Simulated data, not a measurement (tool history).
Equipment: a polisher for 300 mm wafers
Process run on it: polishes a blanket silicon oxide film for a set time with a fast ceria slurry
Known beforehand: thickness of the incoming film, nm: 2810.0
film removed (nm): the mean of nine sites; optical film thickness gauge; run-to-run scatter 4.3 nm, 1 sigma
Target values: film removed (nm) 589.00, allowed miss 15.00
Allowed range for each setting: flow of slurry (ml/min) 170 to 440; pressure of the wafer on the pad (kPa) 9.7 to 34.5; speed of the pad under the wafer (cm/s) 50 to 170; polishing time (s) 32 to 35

run    day  flow of slurry (ml/min)  pressure of the wafer on the pad (kPa)  speed of the pad under the wafer (cm/s)  polishing time (s)  film removed (nm)
  1  0.000                      280                                    22.1                                      110                  35             716.47
  2  0.142                      280                                    22.1                                      134                  35             861.34
  3  0.275                      280                                    18.6                                      134                  35             734.88
  4  0.446                      280                                    17.9                                      134                  35             723.30
  5  0.800                      280                                    17.2                                      134                  35             683.55
  6  1.088                      280                                    17.2                                      134                  35             701.80
  7  1.121                      280                                    16.5                                      134                  35             670.11
  8  1.333                      280                                    16.5                                      134                  35             656.35

Pick the move, out of 4, that brings all results within their allowed miss; only one does.
  A  1.546                      260                                    13.1                                      134                  35                  ?
  B  1.546                      295                                    19.3                                      112                  32                  ?
  C  1.546                      270                                    13.8                                      140                  32                  ?
  D  1.546                      215                                    18.6                                      128                  35                  ?

move  film removed (nm)
   A             545.04
   B             582.87
   C             543.40
   D             690.33
A: takes the result that was furthest off past its target
B: all results in spec
C: takes the result that was furthest off past its target
D: misses by more than the last run did
B meets every target.

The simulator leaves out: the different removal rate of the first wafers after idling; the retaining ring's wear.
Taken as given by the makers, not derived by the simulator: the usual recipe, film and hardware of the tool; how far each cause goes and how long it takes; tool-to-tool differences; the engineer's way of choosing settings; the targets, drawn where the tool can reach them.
